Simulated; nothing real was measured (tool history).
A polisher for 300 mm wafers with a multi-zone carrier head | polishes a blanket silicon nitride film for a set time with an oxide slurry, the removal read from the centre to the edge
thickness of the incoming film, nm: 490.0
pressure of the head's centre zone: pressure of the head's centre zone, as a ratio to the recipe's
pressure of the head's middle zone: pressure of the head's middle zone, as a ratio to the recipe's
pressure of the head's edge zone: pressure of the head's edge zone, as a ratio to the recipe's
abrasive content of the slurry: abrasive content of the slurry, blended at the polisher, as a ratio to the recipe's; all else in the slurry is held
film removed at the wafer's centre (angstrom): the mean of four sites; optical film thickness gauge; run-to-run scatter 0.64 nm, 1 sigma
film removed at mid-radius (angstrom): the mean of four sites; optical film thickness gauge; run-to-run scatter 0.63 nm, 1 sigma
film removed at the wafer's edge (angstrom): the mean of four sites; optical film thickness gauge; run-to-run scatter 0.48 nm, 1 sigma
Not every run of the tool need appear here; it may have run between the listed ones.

| run | hour | flow of slurry (ml/min) | pressure of the head's centre zone | pressure of the head's middle zone | pressure of the head's edge zone | abrasive content of the slurry | polishing time (s) | film removed at the wafer's centre (angstrom) | film removed at mid-radius (angstrom) | film removed at the wafer's edge (angstrom) |
|---|---|---|---|---|---|---|---|---|---|---|
| 1 | 0 | 270 | 1 | 1 | 1 | 1 | 73 | 531.67 | 535.55 | 544.68 |
| 2 | 2.3 | 270 | 1.01 | 1.01 | 0.98 | 0.95 | 73 | 523.52 | 528.35 | 527.45 |
| 3 | 5.4 | 270 | 1.02 | 1.02 | 0.97 | 0.9 | 72 | 511.96 | 519.51 | 498 |
| 4 | 8.1 | 270 | 1.02 | 1.02 | 0.93 | 0.9 | 72 | 504.96 | 518.94 | 497.68 |
| 5 | 11.3 | 270 | 1.02 | 0.99 | 0.93 | 0.9 | 72 | 517.02 | 498.98 | 503.25 |
| 6 | 18.2 | 270 | 1.02 | 0.99 | 0.93 | 0.9 | 86 | 609.2 | 603.8 | 592.54 |
| 7 | 26.5 | 270 | 1.03 | 1 | 0.92 | 0.85 | 84 | 609.44 | 567.06 | 568.11 |
| 8 | 31.9 | 270 | 1.03 | 1.02 | 0.91 | 0.8 | 82 | 566.6 | 548.03 | 522.81 |
| 9 | 34.2 | 270 | 1.03 | 1.03 | 0.91 | 0.75 | 81 | 558.92 | 569.08 | 515.36 |
| 10 | 42.1 | 270 | 1.03 | 1.03 | 0.91 | 0.7 | 79 | 527.21 | 529.21 | 487.71 |
| 11 | 47.5 | 270 | 1.03 | 1.03 | 0.9 | 0.7 | 78 | 508.54 | 531.23 | 469.57 |
| 12 | 48.5 | 270 | 1.03 | 1.03 | 0.89 | 0.7 | 77 | 509.54 | 513.86 | 475.74 |
| 13 | 55.2 | 270 | 1.04 | 1.04 | 0.89 | 0.7 | 76 | 518.51 | 514.59 | 472.39 |
| 14 | 56.2 | 270 | 1.04 | 1.05 | 0.89 | 0.7 | 75 | 493.6 | 503.42 | 469.31 |
| 15 | 61.9 | 270 | 1.03 | 1.03 | 0.89 | 0.7 | 75 | 506.25 | 507.03 | 465.54 |
| 16 | 69.7 | 270 | 1.03 | 1.04 | 0.88 | 0.7 | 74 | 486.92 | 482.84 | 452.84 |
| 17 | 74 | 270 | 1.04 | 1.05 | 0.88 | 0.7 | 73 | 497.78 | 494.63 | 444.59 |
| 18 | 75.3 | 270 | 1.04 | 1.05 | 0.87 | 0.7 | 73 | 497.57 | 503.16 | 447.43 |

Run 19 comes next. What will it give?
| 19 | 76.6 | 270 | 1.05 | 1.06 | 0.84 | 0.6 | 71 | ? | ? | ? |

film removed at the wafer's centre (angstrom): 467.53
film removed at mid-radius (angstrom): 452.94
film removed at the wafer's edge (angstrom): 402.87
